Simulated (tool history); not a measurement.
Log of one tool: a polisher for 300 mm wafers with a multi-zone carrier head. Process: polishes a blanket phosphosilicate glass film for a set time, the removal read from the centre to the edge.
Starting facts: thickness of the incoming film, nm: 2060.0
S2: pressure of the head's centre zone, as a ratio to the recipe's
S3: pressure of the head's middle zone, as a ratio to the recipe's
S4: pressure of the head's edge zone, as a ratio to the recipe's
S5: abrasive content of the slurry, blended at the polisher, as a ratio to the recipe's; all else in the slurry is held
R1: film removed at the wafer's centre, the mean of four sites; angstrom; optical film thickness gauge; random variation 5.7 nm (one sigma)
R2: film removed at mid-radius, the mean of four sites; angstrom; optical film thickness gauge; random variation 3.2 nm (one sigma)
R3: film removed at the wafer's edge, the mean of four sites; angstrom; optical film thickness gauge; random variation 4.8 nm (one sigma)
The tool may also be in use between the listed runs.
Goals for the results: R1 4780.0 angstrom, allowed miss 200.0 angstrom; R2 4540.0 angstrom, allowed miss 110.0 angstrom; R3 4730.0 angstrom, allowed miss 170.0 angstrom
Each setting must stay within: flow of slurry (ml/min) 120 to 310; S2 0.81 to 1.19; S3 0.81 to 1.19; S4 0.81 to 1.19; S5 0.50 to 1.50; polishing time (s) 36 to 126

run 1 hour=0.0 | flow_of_slurry_(ml/min)=200 S2=1.00 S3=1.00 S4=1.00 S5=1.00 polishing_time_(s)=81 | R1=5350.8 R2=5311.8 R3=5276.9
run 2 hour=3.3 | flow_of_slurry_(ml/min)=200 S2=1.00 S3=1.00 S4=1.00 S5=1.00 polishing_time_(s)=98 | R1=6486.0 R2=6415.9 R3=6419.3
run 3 hour=11.7 | flow_of_slurry_(ml/min)=195 S2=0.98 S3=0.97 S4=0.97 S5=0.90 polishing_time_(s)=98 | R1=6028.7 R2=5955.6 R3=6081.5
run 4 hour=16.7 | flow_of_slurry_(ml/min)=190 S2=0.98 S3=0.95 S4=0.94 S5=0.80 polishing_time_(s)=98 | R1=5674.7 R2=5479.0 R3=5552.1
run 5 hour=17.4 | flow_of_slurry_(ml/min)=190 S2=0.98 S3=1.02 S4=0.94 S5=0.80 polishing_time_(s)=98 | R1=5689.4 R2=5822.2 R3=5547.8
run 6 hour=21.0 | flow_of_slurry_(ml/min)=180 S2=0.97 S3=0.98 S4=0.92 S5=0.75 polishing_time_(s)=98 | R1=5381.7 R2=5431.4 R3=5430.7
run 7 hour=29.5 | flow_of_slurry_(ml/min)=180 S2=0.97 S3=0.96 S4=0.90 S5=0.70 polishing_time_(s)=98 | R1=5154.0 R2=5291.0 R3=5082.6
run 8 hour=34.6 | flow_of_slurry_(ml/min)=170 S2=0.97 S3=0.92 S4=0.89 S5=0.70 polishing_time_(s)=98 | R1=5233.8 R2=5053.4 R3=5072.3
run 9 hour=37.3 | flow_of_slurry_(ml/min)=165 S2=0.96 S3=0.90 S4=0.88 S5=0.70 polishing_time_(s)=98 | R1=5066.8 R2=4986.6 R3=4996.2
run 10 hour=43.1 | flow_of_slurry_(ml/min)=160 S2=0.96 S3=0.88 S4=0.87 S5=0.70 polishing_time_(s)=98 | R1=5017.3 R2=4831.0 R3=5016.8
run 11 hour=49.5 | flow_of_slurry_(ml/min)=155 S2=0.96 S3=0.87 S4=0.86 S5=0.70 polishing_time_(s)=98 | R1=4995.5 R2=4773.6 R3=4981.6
run 12 hour=54.7 | flow_of_slurry_(ml/min)=150 S2=0.96 S3=0.86 S4=0.85 S5=0.70 polishing_time_(s)=98 | R1=5038.0 R2=4723.0 R3=4917.7
run 13 hour=61.0 | flow_of_slurry_(ml/min)=150 S2=0.96 S3=0.86 S4=0.85 S5=0.70 polishing_time_(s)=98 | R1=4999.6 R2=4724.6 R3=4886.2

Next run, 4 choices. One meets every target within its allowed miss, the rest don't. Which?
run A hour=67.3 | flow_of_slurry_(ml/min)=135 S2=0.97 S3=0.82 S4=0.82 S5=0.60 polishing_time_(s)=117 | R1=? R2=? R3=?
run B hour=67.3 | flow_of_slurry_(ml/min)=120 S2=0.99 S3=0.94 S4=0.84 S5=0.75 polishing_time_(s)=98 | R1=? R2=? R3=?
run C hour=67.3 | flow_of_slurry_(ml/min)=160 S2=0.94 S3=0.85 S4=0.84 S5=0.75 polishing_time_(s)=92 | R1=? R2=? R3=?
run D hour=67.3 | flow_of_slurry_(ml/min)=175 S2=1.03 S3=0.82 S4=0.86 S5=0.65 polishing_time_(s)=98 | R1=? R2=? R3=?

move=A R1=5466.6 R2=4956.0 R3=5215.7
move=B R1=5080.7 R2=4958.7 R3=4837.6
move=C R1=4806.5 R2=4588.6 R3=4723.6
move=D R1=5322.3 R2=4515.4 R3=4796.2
A: further off than the last run
B: further off than the last run
C: every result lands within tolerance
D: corrects the largest miss of the last run, while another result sits out of spec
Go with C: it meets all targets.
